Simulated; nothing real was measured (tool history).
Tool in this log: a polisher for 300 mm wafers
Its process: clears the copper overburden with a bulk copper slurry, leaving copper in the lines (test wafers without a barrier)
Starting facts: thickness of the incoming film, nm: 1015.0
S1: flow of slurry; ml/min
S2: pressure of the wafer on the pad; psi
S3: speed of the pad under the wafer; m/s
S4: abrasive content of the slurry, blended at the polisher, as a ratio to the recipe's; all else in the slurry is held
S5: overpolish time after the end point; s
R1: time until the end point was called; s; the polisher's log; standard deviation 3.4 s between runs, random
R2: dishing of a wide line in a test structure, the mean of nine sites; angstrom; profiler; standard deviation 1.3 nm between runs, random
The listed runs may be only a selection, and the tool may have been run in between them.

| run | day | S1 | S2 | S3 | S4 | S5 | R1 | R2 |
|---|---|---|---|---|---|---|---|---|
| 1 | 0 | 250 | 2.1 | 1.06 | 1 | 20 | 140.39 | 661.27 |
| 2 | 0.242 | 250 | 2.1 | 1.3 | 1 | 20 | 109.41 | 738.22 |
| 3 | 0.546 | 250 | 2.1 | 1.3 | 1 | 23 | 113.49 | 766.65 |
| 4 | 0.658 | 250 | 2.1 | 1.3 | 1 | 16 | 114.75 | 652.04 |
| 5 | 0.804 | 250 | 2.1 | 1.3 | 1 | 24 | 110.93 | 757.49 |
| 6 | 0.888 | 250 | 2.1 | 1.3 | 1 | 17 | 111.47 | 689.67 |
| 7 | 1.046 | 250 | 2 | 1.28 | 1 | 19 | 121.05 | 698.9 |

Run 8 comes next. What will it give?
| 8 | 1.167 | 250 | 1.9 | 1.26 | 1 | 19 | ? | ? |

R1: 130.01 s
R2: 697.45 angstrom
